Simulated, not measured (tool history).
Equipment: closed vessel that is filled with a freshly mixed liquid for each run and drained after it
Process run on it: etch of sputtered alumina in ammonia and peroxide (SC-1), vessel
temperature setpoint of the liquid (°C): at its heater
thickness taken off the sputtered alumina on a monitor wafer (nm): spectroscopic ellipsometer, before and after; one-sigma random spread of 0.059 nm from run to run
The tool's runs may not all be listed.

run	hour	temperature setpoint of the liquid (°C)	parts of 29 % ammonia solution to one part of 30 % peroxide (parts by volume)	time in the liquid (s)	thickness taken off the sputtered alumina on a monitor wafer (nm)
1	0	48	0.7	260	12.08
2	7.8	48	0.5	260	11.492
3	15.7	48	0.5	260	11.728
4	20	52.5	0.5	260	14.707
5	22.9	46	0.5	260	10.444
6	29.2	43.5	0.45	260	8.785
7	30.7	42	0.45	260	8.1445
8	36.6	41	0.45	260	7.8767

Run 9 has not been measured yet. What should we expect?
9	38.1	40	0.45	260	?

{"run 9": {"thickness taken off the sputtered alumina on a monitor wafer (nm)": 7.205}}
